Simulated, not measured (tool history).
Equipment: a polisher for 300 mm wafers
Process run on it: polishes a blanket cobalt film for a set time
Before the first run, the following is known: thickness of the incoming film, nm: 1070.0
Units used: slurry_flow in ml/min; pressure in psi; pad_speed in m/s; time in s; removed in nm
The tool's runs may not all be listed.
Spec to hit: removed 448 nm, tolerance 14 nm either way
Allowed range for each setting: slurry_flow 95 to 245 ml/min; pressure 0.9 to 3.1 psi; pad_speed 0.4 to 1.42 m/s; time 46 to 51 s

run  hour  slurry_flow  pressure  pad_speed  time  removed
  1     0          155         2        0.9    51      250
  2     2          155         2        0.9    51   249.17
  3     3          155         2       1.02    51   283.91
  4   6.4          125         2       1.02    51    278.5
  5  11.8          125       2.2       1.02    51   299.36
  6  17.3          125         2       1.02    51   277.76
  7  21.6          130       2.2       1.02    51   306.64
  8  22.4          135       2.3       1.02    51   318.76
  9  26.8          140       2.4       1.02    51   335.31
 10  27.9          145       2.5       1.02    51   347.49
 11  35.7          145       2.6       1.02    51   358.58

Below are 5 possible settings for the next run. Only one of them brings all results inside the allowed miss of their targets. Which is it?
  A  43.5          165       2.5       0.84    46        ?
  B  43.5          155       2.3        0.9    49        ?
  C  43.5          160       2.6       1.02    46        ?
  D  43.5          130         3       1.16    50        ?
  E  43.5          145       2.2       1.08    47        ?

move  removed
   A   265.81
   B   278.23
   C   331.51
   D   454.11
   E   303.37
A: moves away from the targets compared with the last run
B: moves away from the targets compared with the last run
C: moves away from the targets compared with the last run
D: every result lands within tolerance
E: moves away from the targets compared with the last run
Correct choice: D, which meets every target

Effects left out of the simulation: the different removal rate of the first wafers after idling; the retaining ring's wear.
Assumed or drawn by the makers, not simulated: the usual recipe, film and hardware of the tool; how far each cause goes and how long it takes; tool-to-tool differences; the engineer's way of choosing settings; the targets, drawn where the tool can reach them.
